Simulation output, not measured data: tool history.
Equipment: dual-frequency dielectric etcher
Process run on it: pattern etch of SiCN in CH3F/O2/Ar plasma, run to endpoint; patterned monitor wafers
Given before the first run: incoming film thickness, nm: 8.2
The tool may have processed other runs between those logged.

Run 1, hour 0.0: source power (W) 370, bias power (W) 97. Result: endpoint time (s) 22.317.
Run 2, hour 7.6: source power (W) 370, bias power (W) 91. Result: endpoint time (s) 22.691.
Run 3, hour 16.3: source power (W) 370, bias power (W) 83. Result: endpoint time (s) 23.456.
Run 4, hour 24.7: source power (W) 410, bias power (W) 90. Result: endpoint time (s) 21.953.
Run 5, hour 32.3: source power (W) 410, bias power (W) 102. Result: endpoint time (s) 20.885.
Run 6, hour 37.3: source power (W) 380, bias power (W) 102. Result: endpoint time (s) 21.579.
Run 7, hour 45.6: source power (W) 410, bias power (W) 104. Result: endpoint time (s) 20.785.

Predict the results of run 8:
At hour 46.8: source power generator calibrated.
Run 8, hour 46.8: source power (W) 430, bias power (W) 105. Result: endpoint time (s) ?.

endpoint time (s): 20.026
